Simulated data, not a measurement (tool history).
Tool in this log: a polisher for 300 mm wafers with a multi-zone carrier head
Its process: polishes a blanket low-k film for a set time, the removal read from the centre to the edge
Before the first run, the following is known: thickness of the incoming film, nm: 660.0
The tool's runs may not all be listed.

| run | hour | flow of slurry (ml/min) | pressure of the head's centre zone | pressure of the head's middle zone | pressure of the head's edge zone | abrasive content of the slurry | polishing time (s) | film removed at the wafer's centre (Å) | film removed at mid-radius (Å) | film removed at the wafer's edge (Å) |
|---|---|---|---|---|---|---|---|---|---|---|
| 1 | 0 | 295 | 1 | 1 | 1 | 1 | 70 | 227.47 | 201.07 | 206.91 |
| 2 | 5.7 | 295 | 1 | 1 | 1 | 1 | 84 | 266.55 | 241.56 | 241.98 |
| 3 | 11.2 | 295 | 1 | 0.98 | 0.96 | 0.85 | 76 | 230.12 | 203.76 | 205.23 |
| 4 | 18.2 | 295 | 1 | 0.98 | 0.96 | 0.7 | 76 | 211.14 | 188.25 | 187.6 |
| 5 | 19.3 | 295 | 1 | 0.96 | 0.94 | 0.65 | 70 | 191.2 | 165.92 | 171.91 |
| 6 | 24.1 | 295 | 1 | 0.96 | 0.94 | 0.75 | 70 | 201.22 | 174.82 | 179.63 |
|  | 31.1 | centre zone pressure recalibrated |
| 7 | 31.1 | 295 | 1.01 | 0.95 | 0.92 | 0.7 | 65 | 167.82 | 156.11 | 159.72 |
| 8 | 38.5 | 295 | 1.06 | 0.96 | 0.95 | 0.65 | 62 | 158.69 | 146.37 | 151.68 |

For run 9, what comes out?
| 9 | 45.5 | 280 | 1.13 | 0.87 | 0.85 | 0.5 | 57 | ? | ? | ? |

film removed at the wafer's centre (Å): 142.19
film removed at mid-radius (Å): 111.62
film removed at the wafer's edge (Å): 120.67
